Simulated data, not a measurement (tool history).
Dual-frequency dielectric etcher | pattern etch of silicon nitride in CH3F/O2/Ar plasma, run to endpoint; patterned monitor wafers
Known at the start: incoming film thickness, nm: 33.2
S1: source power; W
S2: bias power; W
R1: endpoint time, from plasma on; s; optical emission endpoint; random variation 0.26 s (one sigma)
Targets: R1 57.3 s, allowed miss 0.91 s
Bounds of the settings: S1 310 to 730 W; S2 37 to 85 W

Run 1, hour 0: S1 520 W, S2 61 W. Result: R1 47.707 s.
Run 2, hour 4: S1 480 W, S2 61 W. Result: R1 48.912 s.
Run 3, hour 10.5: S1 460 W, S2 60 W. Result: R1 50.293 s.
Run 4, hour 18.8: S1 430 W, S2 60 W. Result: R1 51.618 s.
Run 5, hour 27.6: S1 410 W, S2 60 W. Result: R1 51.858 s.
Run 6, hour 28.4: S1 400 W, S2 59 W. Result: R1 52.963 s.
Run 7, hour 35.6: S1 390 W, S2 59 W. Result: R1 53.028 s.
Run 8, hour 42.9: S1 380 W, S2 58 W. Result: R1 53.78 s.
Run 9, hour 51.5: S1 370 W, S2 58 W. Result: R1 54.037 s.
Run 10, hour 57: S1 360 W, S2 57 W. Result: R1 55.78 s.

4 next moves are on the table. One of them brings every result within its allowed miss. Which?
Run A, hour 62.5: S1 450 W, S2 37 W. Result: R1 ?.
Run B, hour 62.5: S1 310 W, S2 60 W. Result: R1 ?.
Run C, hour 62.5: S1 360 W, S2 58 W. Result: R1 ?.
Run D, hour 62.5: S1 310 W, S2 53 W. Result: R1 ?.

move      R1
   A  59.036
   B  56.816
   C   54.79
   D  59.384
A: takes the result that was furthest off past its target
B: meets every target
C: further off than the last run
D: takes the result that was furthest off past its target
Move B is the one to make.
